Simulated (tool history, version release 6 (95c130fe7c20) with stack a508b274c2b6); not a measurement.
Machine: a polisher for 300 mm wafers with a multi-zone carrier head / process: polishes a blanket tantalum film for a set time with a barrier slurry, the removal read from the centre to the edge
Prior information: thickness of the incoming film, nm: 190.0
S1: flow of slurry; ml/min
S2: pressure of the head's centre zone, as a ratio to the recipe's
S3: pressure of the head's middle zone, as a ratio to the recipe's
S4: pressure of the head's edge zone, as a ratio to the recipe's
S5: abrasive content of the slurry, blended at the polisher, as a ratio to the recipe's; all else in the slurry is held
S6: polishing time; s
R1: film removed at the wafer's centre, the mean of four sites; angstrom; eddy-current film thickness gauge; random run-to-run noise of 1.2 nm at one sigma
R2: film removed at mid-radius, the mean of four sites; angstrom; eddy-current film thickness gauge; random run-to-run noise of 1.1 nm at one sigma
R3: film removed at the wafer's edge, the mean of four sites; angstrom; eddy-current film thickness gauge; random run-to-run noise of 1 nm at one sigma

Run 1, hour 0: S1 260 ml/min, S2 1, S3 1, S4 1, S5 1, S6 43 s. Result: R1 581.79 angstrom, R2 581.06 angstrom, R3 578.74 angstrom.
Run 2, hour 1: S1 260 ml/min, S2 1.01, S3 1.02, S4 1, S5 1.05, S6 44 s. Result: R1 628.34 angstrom, R2 598.24 angstrom, R3 612.31 angstrom.
Run 3, hour 5.4: S1 290 ml/min, S2 1.01, S3 1.02, S4 1, S5 1.05, S6 44 s. Result: R1 606.57 angstrom, R2 626.72 angstrom, R3 603.88 angstrom.
Run 4, hour 10.6: S1 295 ml/min, S2 1.02, S3 1.03, S4 1, S5 1.1, S6 45 s. Result: R1 633.88 angstrom, R2 646.19 angstrom, R3 630.87 angstrom.
Run 5, hour 19.4: S1 300 ml/min, S2 1.03, S3 1.05, S4 0.99, S5 1.15, S6 46 s. Result: R1 674.54 angstrom, R2 690.7 angstrom, R3 641.33 angstrom.
Run 6, hour 27.5: S1 305 ml/min, S2 1.03, S3 1.06, S4 1, S5 1.2, S6 46 s. Result: R1 680.42 angstrom, R2 688.42 angstrom, R3 651.79 angstrom.
Run 7, hour 31.2: S1 310 ml/min, S2 1.03, S3 1.07, S4 1, S5 1.25, S6 47 s. Result: R1 703.39 angstrom, R2 715.94 angstrom, R3 687.48 angstrom.
Run 8, hour 39.3: S1 315 ml/min, S2 1.03, S3 1.08, S4 1, S5 1.3, S6 47 s. Result: R1 701.17 angstrom, R2 718.26 angstrom, R3 676.99 angstrom.
Run 9, hour 41.5: S1 320 ml/min, S2 1.03, S3 1.09, S4 1, S5 1.3, S6 48 s. Result: R1 738.61 angstrom, R2 747.21 angstrom, R3 695.16 angstrom.
Run 10, hour 47.7: S1 325 ml/min, S2 1.02, S3 1.1, S4 1, S5 1.3, S6 49 s. Result: R1 748.18 angstrom, R2 778.07 angstrom, R3 720.04 angstrom.
Run 11, hour 48.7: S1 330 ml/min, S2 1.02, S3 1.11, S4 1, S5 1.3, S6 49 s. Result: R1 736.54 angstrom, R2 782.66 angstrom, R3 723.54 angstrom.
Run 12, hour 57.3: S1 330 ml/min, S2 1.02, S3 1.12, S4 1, S5 1.3, S6 49 s. Result: R1 752.78 angstrom, R2 808.02 angstrom, R3 708.49 angstrom.

Forecast run 13:
Run 13, hour 62.5: S1 330 ml/min, S2 1.02, S3 1.13, S4 1.01, S5 1.3, S6 49 s. Result: R1 ?, R2 ?, R3 ?.

{"run 13": {"R1": 759.85, "R2": 777.96, "R3": 724.43}}
